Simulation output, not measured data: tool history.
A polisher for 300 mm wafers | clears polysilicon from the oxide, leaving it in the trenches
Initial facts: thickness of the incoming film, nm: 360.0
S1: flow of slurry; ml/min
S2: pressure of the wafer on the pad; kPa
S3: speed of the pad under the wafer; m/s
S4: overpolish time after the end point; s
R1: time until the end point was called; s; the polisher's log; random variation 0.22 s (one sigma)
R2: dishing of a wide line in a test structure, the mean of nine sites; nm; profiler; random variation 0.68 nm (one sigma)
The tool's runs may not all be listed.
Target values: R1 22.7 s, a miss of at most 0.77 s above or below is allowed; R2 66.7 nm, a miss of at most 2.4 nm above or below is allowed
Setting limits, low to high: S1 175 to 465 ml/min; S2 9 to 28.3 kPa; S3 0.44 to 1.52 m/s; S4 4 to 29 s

| run | hour | S1 | S2 | S3 | S4 | R1 | R2 |
|---|---|---|---|---|---|---|---|
| 1 | 0 | 295 | 18.6 | 0.98 | 15 | 31.28 | 61.949 |
| 2 | 6.9 | 295 | 20 | 0.98 | 15 | 28.376 | 62.036 |
| 3 | 10.7 | 295 | 20 | 0.98 | 10 | 29.186 | 56.326 |
| 4 | 15.4 | 295 | 20 | 0.98 | 7 | 28.652 | 49.514 |
| 5 | 20.2 | 295 | 18.6 | 0.98 | 7 | 29.968 | 47.731 |
| 6 | 27.1 | 295 | 20.7 | 0.98 | 8 | 27.866 | 53.099 |
| 7 | 30.1 | 295 | 22.1 | 0.98 | 9 | 25.949 | 55.601 |
| 8 | 32.2 | 295 | 22.8 | 0.98 | 10 | 24.683 | 58.024 |
| 9 | 41.1 | 295 | 23.4 | 0.98 | 11 | 24.977 | 60.829 |
| 10 | 49.3 | 295 | 24.1 | 0.98 | 11 | 24.001 | 62.269 |
| 11 | 53.7 | 295 | 24.8 | 0.98 | 11 | 22.93 | 61.427 |
| 12 | 60.5 | 295 | 24.8 | 0.98 | 12 | 22.8 | 63.285 |
| 13 | 62.9 | 295 | 24.8 | 0.98 | 13 | 23.098 | 64.497 |

Which single option among these 5 for the next run brings every result within its allowed miss of target? Just one does.
| A | 65.3 | 280 | 28.3 | 0.88 | 10 | ? | ? |
| B | 65.3 | 300 | 24.1 | 0.96 | 15 | ? | ? |
| C | 65.3 | 340 | 28.3 | 0.86 | 17 | ? | ? |
| D | 65.3 | 290 | 26.2 | 0.94 | 10 | ? | ? |
| E | 65.3 | 335 | 22.8 | 0.96 | 17 | ? | ? |

| move | R1 | R2 |
|---|---|---|
| A | 22.7 | 60.009 |
| B | 24.188 | 63.778 |
| C | 22.783 | 64.91 |
| D | 22.857 | 59.908 |
| E | 25.358 | 64.323 |
A: lands further from the targets than the last run did
B: lands further from the targets than the last run did
C: meets every target
D: lands further from the targets than the last run did
E: brings the result that was furthest off to its target, and leaves another outside
C meets every target.
